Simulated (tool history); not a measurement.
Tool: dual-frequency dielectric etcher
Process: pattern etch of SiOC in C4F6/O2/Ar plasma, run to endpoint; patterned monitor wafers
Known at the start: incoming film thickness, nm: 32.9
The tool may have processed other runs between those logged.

| run | hour | bias power (W) | source power (W) | endpoint time (s) |
|---|---|---|---|---|
| 1 | 0 | 470 | 280 | 12.733 |
| 2 | 3.3 | 490 | 280 | 12.473 |
| 3 | 5.5 | 430 | 280 | 12.98 |
| 4 | 13.6 | 452 | 290 | 12.834 |
| 5 | 20.1 | 416 | 290 | 12.994 |
| 6 | 26.7 | 416 | 250 | 13.47 |
| 7 | 34.8 | 510 | 310 | 12.071 |
| 8 | 37 | 525 | 310 | 12.074 |
| 9 | 37.7 | 541 | 320 | 11.83 |

For run 10, what comes out?
| 10 | 41.1 | 554 | 320 | ? |

Run 10 gave endpoint time (s) 11.808.

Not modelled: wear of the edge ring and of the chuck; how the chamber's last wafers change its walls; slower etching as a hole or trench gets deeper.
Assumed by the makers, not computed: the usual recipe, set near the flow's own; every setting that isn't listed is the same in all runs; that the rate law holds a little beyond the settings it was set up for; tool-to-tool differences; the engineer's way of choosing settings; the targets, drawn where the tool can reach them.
